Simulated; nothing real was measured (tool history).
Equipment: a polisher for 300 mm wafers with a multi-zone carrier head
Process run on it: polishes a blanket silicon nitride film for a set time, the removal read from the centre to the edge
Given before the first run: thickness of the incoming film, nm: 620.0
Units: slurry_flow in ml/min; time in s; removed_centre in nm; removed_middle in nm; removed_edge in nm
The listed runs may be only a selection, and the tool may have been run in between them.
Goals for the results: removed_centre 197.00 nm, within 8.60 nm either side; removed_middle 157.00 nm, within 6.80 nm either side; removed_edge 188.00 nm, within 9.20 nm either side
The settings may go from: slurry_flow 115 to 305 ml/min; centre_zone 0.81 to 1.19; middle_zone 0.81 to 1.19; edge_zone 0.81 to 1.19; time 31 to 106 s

run	hour	slurry_flow	centre_zone	middle_zone	edge_zone	time	removed_centre	removed_middle	removed_edge
1	0.0	195	1.00	1.00	1.00	68	118.96	121.63	120.51
2	6.9	195	1.00	1.07	1.00	68	120.19	129.70	121.35
3	11.1	200	1.04	1.02	1.05	75	139.80	137.18	135.43
4	12.7	200	1.04	1.02	1.01	75	141.88	133.63	133.26
5	18.3	200	1.04	1.02	1.01	83	154.06	144.68	149.67
6	20.2	200	1.05	0.99	1.02	87	158.24	150.61	155.03
7	26.6	205	1.08	0.94	1.05	91	176.74	154.10	168.54
8	35.3	210	1.09	0.91	1.08	92	181.27	150.68	173.84
9	43.4	215	1.10	0.91	1.10	93	184.16	151.21	176.62
10	49.2	220	1.11	0.91	1.11	94	190.11	157.80	172.51

5 candidate next runs follow, results not yet known. Just one meets every target within its allowed miss. Identify it.
A	55.0	240	1.08	0.97	1.08	99	?	?	?
B	55.0	185	1.14	0.81	1.14	98	?	?	?
C	55.0	130	1.14	0.91	1.12	105	?	?	?
D	55.0	255	1.19	0.96	1.13	88	?	?	?
E	55.0	260	1.17	0.93	1.08	91	?	?	?

move	removed_centre	removed_middle	removed_edge
A	194.27	174.26	186.06
B	194.25	143.79	184.29
C	191.17	156.48	185.06
D	191.97	154.67	170.20
E	195.62	156.30	172.38
A: gets the furthest-off result to its target, but another result is out of tolerance
B: gets the furthest-off result to its target, but another result is out of tolerance
C: every result lands within tolerance
D: moves away from the targets compared with the last run
E: about as far from the targets as the last run
So the answer is move C, the one that meets all the targets.

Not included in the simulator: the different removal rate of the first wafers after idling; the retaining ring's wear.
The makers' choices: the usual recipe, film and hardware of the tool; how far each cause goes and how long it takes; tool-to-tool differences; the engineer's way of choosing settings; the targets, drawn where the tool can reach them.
